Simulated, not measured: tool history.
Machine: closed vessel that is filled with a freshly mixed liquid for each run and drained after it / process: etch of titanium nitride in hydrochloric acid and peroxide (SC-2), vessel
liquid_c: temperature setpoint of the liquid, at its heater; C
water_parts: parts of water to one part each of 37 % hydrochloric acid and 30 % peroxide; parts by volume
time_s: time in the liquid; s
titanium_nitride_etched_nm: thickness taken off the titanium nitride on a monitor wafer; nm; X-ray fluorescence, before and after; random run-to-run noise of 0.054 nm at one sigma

{"run": 1, "hour": 0.0, "liquid_c": 46, "water_parts": 5.5, "time_s": 325, "titanium_nitride_etched_nm": 8.4746}
{"run": 2, "hour": 7.9, "liquid_c": 46, "water_parts": 7, "time_s": 325, "titanium_nitride_etched_nm": 6.9916}
{"run": 3, "hour": 12.9, "liquid_c": 48, "water_parts": 7, "time_s": 325, "titanium_nitride_etched_nm": 7.9318}
{"run": 4, "hour": 22.1, "liquid_c": 50, "water_parts": 7, "time_s": 325, "titanium_nitride_etched_nm": 9.1006}
{"run": 5, "hour": 27.9, "liquid_c": 43.5, "water_parts": 7, "time_s": 325, "titanium_nitride_etched_nm": 5.8755}
{"run": 6, "hour": 32.0, "liquid_c": 41, "water_parts": 7, "time_s": 325, "titanium_nitride_etched_nm": 4.9725}

Estimate the outcome of run 7 from the log above:
{"run": 7, "hour": 36.8, "liquid_c": 44.5, "water_parts": 7, "time_s": 325, "titanium_nitride_etched_nm": "?"}

{"run 7": {"titanium_nitride_etched_nm": 6.3218}}

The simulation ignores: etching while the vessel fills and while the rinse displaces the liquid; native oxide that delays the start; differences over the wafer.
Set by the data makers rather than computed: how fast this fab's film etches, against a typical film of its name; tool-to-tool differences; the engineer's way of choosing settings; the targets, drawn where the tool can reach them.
